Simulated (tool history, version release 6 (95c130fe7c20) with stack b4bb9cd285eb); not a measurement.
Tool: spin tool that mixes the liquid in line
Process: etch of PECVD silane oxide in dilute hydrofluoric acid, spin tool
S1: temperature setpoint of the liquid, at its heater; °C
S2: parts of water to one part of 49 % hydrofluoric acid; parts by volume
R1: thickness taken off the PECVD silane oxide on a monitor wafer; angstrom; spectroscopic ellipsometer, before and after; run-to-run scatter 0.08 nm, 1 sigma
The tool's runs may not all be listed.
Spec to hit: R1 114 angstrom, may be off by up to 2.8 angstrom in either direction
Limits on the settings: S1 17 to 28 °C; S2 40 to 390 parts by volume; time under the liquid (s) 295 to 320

Run 1, day 0: S1 20 °C, S2 215 parts by volume, time under the liquid (s) 295. Result: R1 163.56 angstrom.
Run 2, day 0.112: S1 19.5 °C, S2 225 parts by volume, time under the liquid (s) 295. Result: R1 152.79 angstrom.
Run 3, day 0.458: S1 19 °C, S2 230 parts by volume, time under the liquid (s) 295. Result: R1 147.31 angstrom.
Run 4, day 0.5: S1 18.5 °C, S2 235 parts by volume, time under the liquid (s) 295. Result: R1 138.88 angstrom.
Run 5, day 0.533: S1 18 °C, S2 240 parts by volume, time under the liquid (s) 295. Result: R1 135.11 angstrom.
Run 6, day 0.646: S1 18 °C, S2 240 parts by volume, time under the liquid (s) 320. Result: R1 144.47 angstrom.
Run 7, day 0.729: S1 18 °C, S2 245 parts by volume, time under the liquid (s) 320. Result: R1 141.57 angstrom.
Run 8, day 1.058: S1 18 °C, S2 250 parts by volume, time under the liquid (s) 320. Result: R1 137.67 angstrom.
Run 9, day 1.429: S1 18 °C, S2 255 parts by volume, time under the liquid (s) 320. Result: R1 135.46 angstrom.
Run 10, day 1.45: S1 18 °C, S2 260 parts by volume, time under the liquid (s) 320. Result: R1 133.55 angstrom.
Run 11, day 1.683: S1 18 °C, S2 265 parts by volume, time under the liquid (s) 320. Result: R1 127.27 angstrom.
Run 12, day 1.983: S1 17.5 °C, S2 275 parts by volume, time under the liquid (s) 320. Result: R1 121.64 angstrom.
Run 13, day 2.05: S1 17.5 °C, S2 275 parts by volume, time under the liquid (s) 320. Result: R1 119.99 angstrom.

Exercise: of the 4 proposed moves below, exactly one satisfies all targets within the stated allowed misses. Which move is it?
Run A, day 2.117: S1 18.5 °C, S2 275 parts by volume, time under the liquid (s) 320. Result: R1 ?.
Run B, day 2.117: S1 19.5 °C, S2 285 parts by volume, time under the liquid (s) 320. Result: R1 ?.
Run C, day 2.117: S1 17 °C, S2 285 parts by volume, time under the liquid (s) 320. Result: R1 ?.
Run D, day 2.117: S1 17 °C, S2 245 parts by volume, time under the liquid (s) 310. Result: R1 ?.

move      R1
   A  124.88
   B  123.98
   C  112.86
   D  131.63
A: lands further from the targets than the last run did
B: lands further from the targets than the last run did
C: all results in spec
D: lands further from the targets than the last run did
C meets every target.
